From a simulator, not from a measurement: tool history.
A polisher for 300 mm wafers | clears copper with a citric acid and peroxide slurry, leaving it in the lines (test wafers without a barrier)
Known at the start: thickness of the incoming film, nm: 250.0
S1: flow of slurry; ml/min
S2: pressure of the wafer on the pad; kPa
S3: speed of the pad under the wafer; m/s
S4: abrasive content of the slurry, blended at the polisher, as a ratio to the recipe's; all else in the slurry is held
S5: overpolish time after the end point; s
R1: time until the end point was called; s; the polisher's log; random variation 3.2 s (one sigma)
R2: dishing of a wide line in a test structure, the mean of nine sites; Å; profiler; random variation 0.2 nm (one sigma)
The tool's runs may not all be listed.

Run 1, day 0.000: S1 165 ml/min, S2 17.2 kPa, S3 1.26 m/s, S4 1.0, S5 13 s. Result: R1 119.44 s, R2 240.75 Å.
Run 2, day 0.246: S1 160 ml/min, S2 15.9 kPa, S3 1.26 m/s, S4 1.0, S5 13 s. Result: R1 129.83 s, R2 226.34 Å.
Run 3, day 0.433: S1 160 ml/min, S2 15.9 kPa, S3 1.48 m/s, S4 1.0, S5 13 s. Result: R1 108.98 s, R2 254.20 Å.
Run 4, day 0.733: S1 160 ml/min, S2 13.8 kPa, S3 1.46 m/s, S4 1.0, S5 13 s. Result: R1 123.54 s, R2 229.33 Å.
Run 5, day 0.862: S1 145 ml/min, S2 13.8 kPa, S3 1.46 m/s, S4 1.0, S5 13 s. Result: R1 130.21 s, R2 224.54 Å.
Run 6, day 1.229: S1 145 ml/min, S2 13.8 kPa, S3 1.62 m/s, S4 1.0, S5 13 s. Result: R1 115.83 s, R2 242.24 Å.
Run 7, day 1.325: S1 140 ml/min, S2 12.4 kPa, S3 1.60 m/s, S4 1.0, S5 13 s. Result: R1 131.20 s, R2 226.63 Å.
Run 8, day 1.517: S1 140 ml/min, S2 12.4 kPa, S3 1.60 m/s, S4 1.0, S5 13 s. Result: R1 130.95 s, R2 225.19 Å.
Run 9, day 1.542: S1 135 ml/min, S2 11.7 kPa, S3 1.60 m/s, S4 1.0, S5 13 s. Result: R1 135.77 s, R2 212.05 Å.
Run 10, day 1.617: S1 130 ml/min, S2 11.0 kPa, S3 1.60 m/s, S4 1.0, S5 13 s. Result: R1 146.27 s, R2 196.96 Å.

Run 11 comes next. What will it give?
Run 11, day 1.958: S1 130 ml/min, S2 11.0 kPa, S3 1.60 m/s, S4 1.0, S5 13 s. Result: R1 ?, R2 ?.

Run 11 gave R1 147.06 s, R2 201.24 Å.
